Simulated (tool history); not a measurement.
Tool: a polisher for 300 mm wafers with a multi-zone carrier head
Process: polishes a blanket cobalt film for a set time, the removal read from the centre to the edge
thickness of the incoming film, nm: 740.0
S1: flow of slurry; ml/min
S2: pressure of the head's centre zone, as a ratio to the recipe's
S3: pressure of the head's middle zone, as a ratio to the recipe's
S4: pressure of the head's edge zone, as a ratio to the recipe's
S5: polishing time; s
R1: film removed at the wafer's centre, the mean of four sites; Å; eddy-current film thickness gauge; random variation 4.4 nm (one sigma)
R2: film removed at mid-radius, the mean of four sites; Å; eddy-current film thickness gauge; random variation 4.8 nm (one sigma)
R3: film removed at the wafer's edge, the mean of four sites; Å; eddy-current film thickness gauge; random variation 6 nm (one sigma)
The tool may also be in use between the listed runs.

{"run": 1, "day": 0.0, "S1": 160, "S2": 1, "S3": 1, "S4": 1, "S5": 63, "R1": 2648.7, "R2": 3029.3, "R3": 2881.7}
{"run": 2, "day": 0.167, "S1": 160, "S2": 1, "S3": 0.93, "S4": 1, "S5": 63, "R1": 2642.5, "R2": 2796.2, "R3": 2993.9}
{"run": 3, "day": 0.271, "S1": 160, "S2": 1, "S3": 0.93, "S4": 0.94, "S5": 63, "R1": 2633, "R2": 2878.7, "R3": 2868.9}
{"run": 4, "day": 0.408, "S1": 160, "S2": 1, "S3": 0.9, "S4": 0.94, "S5": 63, "R1": 2655.4, "R2": 2787.4, "R3": 2841.9}
{"run": 5, "day": 0.767, "S1": 180, "S2": 1, "S3": 0.9, "S4": 0.94, "S5": 63, "R1": 2696.9, "R2": 2835.6, "R3": 2883.2}
{"run": 6, "day": 1.1, "S1": 200, "S2": 1, "S3": 0.9, "S4": 0.94, "S5": 63, "R1": 2665.6, "R2": 2847.3, "R3": 2880.2}
{"run": 7, "day": 1.238, "S1": 200, "S2": 1.06, "S3": 0.88, "S4": 0.94, "S5": 71, "R1": 3214.6, "R2": 3121.4, "R3": 3235.2}
{"run": 8, "day": 1.438, "S1": 200, "S2": 1.1, "S3": 0.87, "S4": 0.95, "S5": 77, "R1": 3650.3, "R2": 3366, "R3": 3588.2}
{"run": 9, "day": 1.579, "S1": 200, "S2": 1.13, "S3": 0.86, "S4": 0.95, "S5": 81, "R1": 3908.8, "R2": 3474.9, "R3": 3811.3}

Forecast run 10:
{"run": 10, "day": 1.771, "S1": 210, "S2": 1.15, "S3": 0.85, "S4": 0.94, "S5": 84, "R1": "?", "R2": "?", "R3": "?"}

Run 10 gave R1 4153.6 Å, R2 3622 Å, R3 3806.1 Å.

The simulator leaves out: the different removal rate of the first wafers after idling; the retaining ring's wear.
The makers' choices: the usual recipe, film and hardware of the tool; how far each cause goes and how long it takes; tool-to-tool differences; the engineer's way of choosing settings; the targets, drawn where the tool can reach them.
